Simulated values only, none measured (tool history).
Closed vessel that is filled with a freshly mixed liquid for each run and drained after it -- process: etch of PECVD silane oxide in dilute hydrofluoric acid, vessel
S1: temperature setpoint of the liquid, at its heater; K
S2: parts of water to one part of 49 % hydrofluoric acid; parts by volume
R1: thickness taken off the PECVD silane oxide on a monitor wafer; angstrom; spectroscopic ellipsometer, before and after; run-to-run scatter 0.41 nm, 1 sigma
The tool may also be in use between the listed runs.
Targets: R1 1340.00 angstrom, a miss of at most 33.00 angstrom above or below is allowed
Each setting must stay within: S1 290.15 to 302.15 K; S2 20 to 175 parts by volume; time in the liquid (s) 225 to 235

run 1 hour=0.0 | S1=294.15 S2=95 time_in_the_liquid_(s)=225 | R1=545.34
run 2 hour=5.6 | S1=296.15 S2=95 time_in_the_liquid_(s)=225 | R1=590.58
run 3 hour=10.0 | S1=296.15 S2=75 time_in_the_liquid_(s)=225 | R1=771.61
run 4 hour=14.2 | S1=296.15 S2=75 time_in_the_liquid_(s)=225 | R1=768.66
run 5 hour=19.9 | S1=296.15 S2=75 time_in_the_liquid_(s)=235 | R1=809.96
run 6 hour=24.8 | S1=297.65 S2=70 time_in_the_liquid_(s)=235 | R1=916.94
run 7 hour=31.0 | S1=301.65 S2=50 time_in_the_liquid_(s)=235 | R1=1554.20
run 8 hour=38.7 | S1=301.15 S2=50 time_in_the_liquid_(s)=235 | R1=1522.30

Exercise: of the 5 proposed moves below, exactly one satisfies all targets within the stated allowed misses. Which move is it?
run A hour=46.4 | S1=298.15 S2=50 time_in_the_liquid_(s)=235 | R1=?
run B hour=46.4 | S1=299.65 S2=55 time_in_the_liquid_(s)=230 | R1=?
run C hour=46.4 | S1=300.65 S2=45 time_in_the_liquid_(s)=235 | R1=?
run D hour=46.4 | S1=301.15 S2=40 time_in_the_liquid_(s)=235 | R1=?
run E hour=46.4 | S1=302.15 S2=45 time_in_the_liquid_(s)=235 | R1=?

move=A R1=1352.00
move=B R1=1269.50
move=C R1=1674.10
move=D R1=1935.80
move=E R1=1777.50
A: every result lands within tolerance
B: carries the result that was furthest off beyond its target, to the other side
C: lands further from the targets than the last run did
D: lands further from the targets than the last run did
E: lands further from the targets than the last run did
So the answer is move A, the one that meets all the targets.
